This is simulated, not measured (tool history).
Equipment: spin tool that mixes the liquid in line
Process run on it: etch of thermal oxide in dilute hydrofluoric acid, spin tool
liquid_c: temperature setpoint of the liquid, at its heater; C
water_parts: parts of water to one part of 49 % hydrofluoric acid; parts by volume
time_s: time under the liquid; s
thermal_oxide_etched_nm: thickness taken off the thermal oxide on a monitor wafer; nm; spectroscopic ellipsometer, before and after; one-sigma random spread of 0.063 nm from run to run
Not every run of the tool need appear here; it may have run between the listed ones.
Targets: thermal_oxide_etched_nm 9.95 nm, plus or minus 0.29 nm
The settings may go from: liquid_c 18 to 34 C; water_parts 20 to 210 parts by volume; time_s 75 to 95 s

run	hour	liquid_c	water_parts	time_s	thermal_oxide_etched_nm
1	0	26	115	95	4.0538
2	3.6	24.5	115	95	3.8409
3	7.8	26.5	100	95	4.8965
4	12.7	28	90	95	5.7896
5	14.2	26.5	90	95	5.4259
6	20.8	26.5	90	75	4.3199
7	21.7	28	80	75	5.288
8	27.1	29	70	75	6.3082
9	27.6	30	65	75	7.1324
10	33.6	31	65	75	7.4368
11	42.2	31.5	60	75	8.2748
12	47.5	32	60	75	8.3213
13	49	32.5	60	75	8.6219
14	51.1	33	60	75	8.7661

Exercise: of the 4 proposed moves below, exactly one satisfies all targets within the stated allowed misses. Which move is it?
A	53.2	30.5	65	95	?
B	53.2	34	65	90	?
C	53.2	34	65	95	?
D	53.2	33.5	75	90	?

move	thermal_oxide_etched_nm
A	9.2411
B	9.9989
C	10.554
D	8.3686
A: nearer than the last run, and not there yet
B: every result lands within tolerance
C: the result that was furthest off in the last run now lies on the other side of its target
D: the biggest miss grows against the last run
Move B is the one to make.
